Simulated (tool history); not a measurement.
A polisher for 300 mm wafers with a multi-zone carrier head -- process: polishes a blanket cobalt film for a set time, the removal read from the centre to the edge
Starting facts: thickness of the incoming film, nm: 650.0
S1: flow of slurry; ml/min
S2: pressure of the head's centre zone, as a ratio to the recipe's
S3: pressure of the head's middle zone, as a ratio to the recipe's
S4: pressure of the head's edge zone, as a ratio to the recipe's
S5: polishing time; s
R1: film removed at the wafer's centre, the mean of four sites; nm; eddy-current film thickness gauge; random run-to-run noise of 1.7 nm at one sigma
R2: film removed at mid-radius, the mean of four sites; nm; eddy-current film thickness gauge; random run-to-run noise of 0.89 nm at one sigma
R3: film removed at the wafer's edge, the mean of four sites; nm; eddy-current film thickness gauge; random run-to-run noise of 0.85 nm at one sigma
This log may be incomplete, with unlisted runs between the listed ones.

{"run": 1, "hour": 0.0, "S1": 270, "S2": 1, "S3": 1, "S4": 1, "S5": 45, "R1": 222.46, "R2": 229.35, "R3": 221.03}
{"run": 2, "hour": 1.7, "S1": 225, "S2": 1, "S3": 1, "S4": 1, "S5": 45, "R1": 217.86, "R2": 224.48, "R3": 214.69}
{"run": 3, "hour": 6.0, "S1": 185, "S2": 1, "S3": 1, "S4": 1, "S5": 45, "R1": 212.95, "R2": 217.17, "R3": 209.78}
{"run": 4, "hour": 8.9, "S1": 180, "S2": 0.99, "S3": 0.98, "S4": 0.95, "S5": 37, "R1": 172.53, "R2": 177.64, "R3": 171.54}
{"run": 5, "hour": 10.4, "S1": 180, "S2": 0.99, "S3": 1.03, "S4": 0.95, "S5": 37, "R1": 173.3, "R2": 182.15, "R3": 169.48}
{"run": 6, "hour": 11.7, "S1": 175, "S2": 1, "S3": 1.01, "S4": 0.92, "S5": 32, "R1": 150.3, "R2": 155.65, "R3": 143.09}

Run 7 comes next. What will it give?
{"run": 7, "hour": 16.2, "S1": 175, "S2": 1, "S3": 0.98, "S4": 0.89, "S5": 29, "R1": "?", "R2": "?", "R3": "?"}

{"run 7": {"R1": 137.7, "R2": 136.94, "R3": 128.94}}

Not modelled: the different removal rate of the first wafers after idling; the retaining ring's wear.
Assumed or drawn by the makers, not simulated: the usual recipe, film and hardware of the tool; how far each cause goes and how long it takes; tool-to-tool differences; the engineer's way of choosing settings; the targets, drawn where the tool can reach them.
